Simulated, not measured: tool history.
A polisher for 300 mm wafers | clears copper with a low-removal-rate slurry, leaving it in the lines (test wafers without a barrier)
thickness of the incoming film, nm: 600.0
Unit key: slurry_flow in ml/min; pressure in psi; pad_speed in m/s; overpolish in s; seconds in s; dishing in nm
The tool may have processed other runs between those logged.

run  hour  slurry_flow  pressure  pad_speed  slurry_solids  overpolish  seconds  dishing
  1     0          170       3.4       1.36              1          17   127.54   56.721
  2   0.7          165       3.2       1.36              1          18   139.09   56.592
  3   4.4          160       3.1       1.36              1          19   141.12   56.846
  4     7          160       3.1       1.66              1          19   120.25   64.598
  5  14.6          160       3.1       1.66              1          24   121.92   77.841
  6  23.2          155       2.9       1.66              1          24   129.53    73.43
  7  27.7          150       2.7       1.66              1          25   139.46   70.709

Forecast run 8:
  8  35.2          145       2.6       1.66              1          25        ?        ?

seconds: 147.61 s
dishing: 67.668 nm
